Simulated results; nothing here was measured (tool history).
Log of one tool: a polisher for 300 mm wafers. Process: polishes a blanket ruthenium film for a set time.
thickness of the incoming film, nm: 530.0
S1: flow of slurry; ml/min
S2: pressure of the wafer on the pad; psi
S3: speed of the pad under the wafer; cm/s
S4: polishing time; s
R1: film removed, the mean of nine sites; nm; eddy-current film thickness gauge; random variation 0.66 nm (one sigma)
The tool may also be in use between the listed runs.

Run 1, hour 0.0: S1 160 ml/min, S2 2.7 psi, S3 92 cm/s, S4 101 s. Result: R1 110.810 nm.
Run 2, hour 4.5: S1 130 ml/min, S2 2.7 psi, S3 92 cm/s, S4 101 s. Result: R1 106.160 nm.
Run 3, hour 6.0: S1 145 ml/min, S2 2.7 psi, S3 92 cm/s, S4 101 s. Result: R1 107.920 nm.
Run 4, hour 9.1: S1 140 ml/min, S2 2.5 psi, S3 92 cm/s, S4 101 s. Result: R1 100.450 nm.
Run 5, hour 16.7: S1 135 ml/min, S2 2.3 psi, S3 92 cm/s, S4 101 s. Result: R1 90.444 nm.
Run 6, hour 18.0: S1 135 ml/min, S2 2.3 psi, S3 100 cm/s, S4 101 s. Result: R1 99.060 nm.
Run 7, hour 22.6: S1 130 ml/min, S2 2.2 psi, S3 100 cm/s, S4 101 s. Result: R1 94.086 nm.

Run 8 comes next. What will it give?
Run 8, hour 31.0: S1 125 ml/min, S2 2.1 psi, S3 100 cm/s, S4 101 s. Result: R1 ?.

Run 8 gave R1 89.327 nm.
